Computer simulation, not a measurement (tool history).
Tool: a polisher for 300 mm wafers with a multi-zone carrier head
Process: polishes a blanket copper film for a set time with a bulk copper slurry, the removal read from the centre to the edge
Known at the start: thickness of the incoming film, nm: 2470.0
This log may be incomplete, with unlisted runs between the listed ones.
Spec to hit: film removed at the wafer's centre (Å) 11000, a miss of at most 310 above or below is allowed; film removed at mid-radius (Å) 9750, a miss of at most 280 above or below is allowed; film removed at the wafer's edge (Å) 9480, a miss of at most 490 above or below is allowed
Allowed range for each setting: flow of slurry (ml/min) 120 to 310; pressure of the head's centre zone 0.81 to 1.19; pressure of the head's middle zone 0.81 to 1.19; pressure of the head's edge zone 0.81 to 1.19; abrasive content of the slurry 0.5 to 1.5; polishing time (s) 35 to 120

| run | hour | flow of slurry (ml/min) | pressure of the head's centre zone | pressure of the head's middle zone | pressure of the head's edge zone | abrasive content of the slurry | polishing time (s) | film removed at the wafer's centre (Å) | film removed at mid-radius (Å) | film removed at the wafer's edge (Å) |
|---|---|---|---|---|---|---|---|---|---|---|
| 1 | 0 | 200 | 1 | 1 | 1 | 1 | 77 | 7918 | 8398.9 | 8718.1 |
| 2 | 5.6 | 220 | 1.06 | 1.01 | 0.99 | 1.05 | 77 | 8519.4 | 8680.3 | 8997.9 |
| 3 | 12.8 | 230 | 1.1 | 1 | 0.94 | 1.15 | 78 | 9299.5 | 8922.1 | 9104.3 |
| 4 | 20.8 | 230 | 1.1 | 1 | 0.94 | 0.95 | 78 | 8988.1 | 8620.5 | 8497.4 |
| 5 | 23.6 | 230 | 1.1 | 1 | 0.94 | 0.8 | 78 | 8587.6 | 8167 | 8227.9 |
| 6 | 31.8 | 245 | 1.13 | 1 | 0.93 | 0.9 | 79 | 9307 | 8600.8 | 8393 |
| 7 | 39.8 | 250 | 1.15 | 1 | 0.94 | 1 | 80 | 9889.2 | 9001.3 | 8963.5 |
|  | 43.4 | centre zone pressure recalibrated |
| 8 | 43.4 | 260 | 1.16 | 1 | 0.94 | 1.05 | 80 | 10812 | 9102.8 | 9297.7 |
| 9 | 48.5 | 265 | 1.16 | 1.02 | 0.94 | 1.05 | 80 | 10838 | 9281 | 9153.2 |
| 10 | 56.5 | 265 | 1.15 | 1.03 | 0.95 | 1.05 | 80 | 10557 | 9147.1 | 9278.6 |

4 candidate next runs follow, results not yet known. Just one meets every target within its allowed miss. Identify it.
| A | 64.5 | 290 | 1.13 | 1.02 | 0.93 | 0.8 | 89 | ? | ? | ? |
| B | 64.5 | 310 | 1.13 | 0.96 | 1.06 | 1.05 | 81 | ? | ? | ? |
| C | 64.5 | 210 | 1.04 | 1.15 | 0.97 | 0.95 | 86 | ? | ? | ? |
| D | 64.5 | 235 | 1.18 | 1.16 | 0.98 | 1 | 84 | ? | ? | ? |

| move | film removed at the wafer's centre (Å) | film removed at mid-radius (Å) | film removed at the wafer's edge (Å) |
|---|---|---|---|
| A | 11017 | 9608.6 | 9208.4 |
| B | 10805 | 8981.1 | 9610.5 |
| C | 9898.2 | 10365 | 9253.9 |
| D | 11261 | 10436 | 9276.6 |
A: every result lands within tolerance
B: moves away from the targets compared with the last run
C: moves the result that the last run missed by most past its target, out the other side
D: moves the result that the last run missed by most past its target, out the other side
Correct choice: A, which meets every target

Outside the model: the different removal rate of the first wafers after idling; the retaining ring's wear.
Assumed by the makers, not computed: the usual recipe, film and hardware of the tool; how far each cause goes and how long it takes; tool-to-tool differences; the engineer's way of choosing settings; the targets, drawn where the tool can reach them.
